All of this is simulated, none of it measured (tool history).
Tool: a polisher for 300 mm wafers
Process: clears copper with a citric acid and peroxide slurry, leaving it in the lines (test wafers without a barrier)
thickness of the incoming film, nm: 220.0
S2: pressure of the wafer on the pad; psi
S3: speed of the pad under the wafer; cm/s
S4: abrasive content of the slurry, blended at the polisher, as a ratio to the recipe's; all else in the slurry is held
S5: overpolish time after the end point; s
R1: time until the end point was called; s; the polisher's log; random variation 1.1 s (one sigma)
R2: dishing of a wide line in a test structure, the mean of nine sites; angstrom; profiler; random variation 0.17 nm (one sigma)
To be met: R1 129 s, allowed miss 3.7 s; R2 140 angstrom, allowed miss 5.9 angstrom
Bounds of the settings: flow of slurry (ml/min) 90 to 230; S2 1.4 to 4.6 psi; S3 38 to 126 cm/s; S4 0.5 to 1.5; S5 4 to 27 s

{"run": 1, "hour": 0.0, "flow of slurry (ml/min)": 150, "S2": 3, "S3": 82, "S4": 1, "S5": 14, "R1": 123.7, "R2": 182.32}
{"run": 2, "hour": 8.8, "flow of slurry (ml/min)": 125, "S2": 3, "S3": 82, "S4": 1, "S5": 14, "R1": 129.09, "R2": 173.14}
{"run": 3, "hour": 10.2, "flow of slurry (ml/min)": 125, "S2": 3, "S3": 82, "S4": 1.05, "S5": 14, "R1": 126.75, "R2": 177.05}
{"run": 4, "hour": 14.8, "flow of slurry (ml/min)": 105, "S2": 3, "S3": 82, "S4": 1.05, "S5": 14, "R1": 132.22, "R2": 171.11}
{"run": 5, "hour": 19.8, "flow of slurry (ml/min)": 105, "S2": 3, "S3": 82, "S4": 1.05, "S5": 18, "R1": 133.9, "R2": 219.07}
{"run": 6, "hour": 25.4, "flow of slurry (ml/min)": 135, "S2": 3, "S3": 82, "S4": 1.05, "S5": 18, "R1": 125.03, "R2": 231.31}
{"run": 7, "hour": 31.0, "flow of slurry (ml/min)": 135, "S2": 3, "S3": 82, "S4": 1.05, "S5": 17, "R1": 125.69, "R2": 218.4}
{"run": 8, "hour": 39.5, "flow of slurry (ml/min)": 135, "S2": 3, "S3": 82, "S4": 1.05, "S5": 16, "R1": 127.18, "R2": 201.74}
{"run": 9, "hour": 44.1, "flow of slurry (ml/min)": 135, "S2": 3, "S3": 82, "S4": 1.05, "S5": 15, "R1": 125.88, "R2": 196.17}
{"run": 10, "hour": 49.1, "flow of slurry (ml/min)": 135, "S2": 3, "S3": 82, "S4": 1, "S5": 15, "R1": 126.71, "R2": 192.34}
{"run": 11, "hour": 53.9, "flow of slurry (ml/min)": 135, "S2": 3, "S3": 82, "S4": 1, "S5": 14, "R1": 126.62, "R2": 183.89}
{"run": 12, "hour": 57.1, "flow of slurry (ml/min)": 135, "S2": 3, "S3": 82, "S4": 1.05, "S5": 14, "R1": 126.86, "R2": 183.24}
{"run": 13, "hour": 64.0, "flow of slurry (ml/min)": 135, "S2": 3, "S3": 82, "S4": 1, "S5": 14, "R1": 125.56, "R2": 178.03}
{"run": 14, "hour": 65.5, "flow of slurry (ml/min)": 130, "S2": 3, "S3": 82, "S4": 0.9, "S5": 13, "R1": 130.17, "R2": 164.36}
{"run": 15, "hour": 70.9, "flow of slurry (ml/min)": 135, "S2": 3, "S3": 82, "S4": 1, "S5": 10, "R1": 126.17, "R2": 132.36}

Which of these 4 next moves meets every target?
{"run": "A", "hour": 76.3, "flow of slurry (ml/min)": 135, "S2": 3.5, "S3": 78, "S4": 0.95, "S5": 11, "R1": "?", "R2": "?"}
{"run": "B", "hour": 76.3, "flow of slurry (ml/min)": 160, "S2": 3.6, "S3": 66, "S4": 0.9, "S5": 10, "R1": "?", "R2": "?"}
{"run": "C", "hour": 76.3, "flow of slurry (ml/min)": 135, "S2": 2.7, "S3": 90, "S4": 0.85, "S5": 11, "R1": "?", "R2": "?"}
{"run": "D", "hour": 76.3, "flow of slurry (ml/min)": 145, "S2": 3.3, "S3": 78, "S4": 0.7, "S5": 12, "R1": "?", "R2": "?"}

move=A R1=118.89 R2=154.56
move=B R1=133.23 R2=127.05
move=C R1=130.88 R2=140.45
move=D R1=129.06 R2=155.08
A: takes the result that was furthest off past its target
B: further off than the last run
C: meets every target
D: takes the result that was furthest off past its target
Answer: C

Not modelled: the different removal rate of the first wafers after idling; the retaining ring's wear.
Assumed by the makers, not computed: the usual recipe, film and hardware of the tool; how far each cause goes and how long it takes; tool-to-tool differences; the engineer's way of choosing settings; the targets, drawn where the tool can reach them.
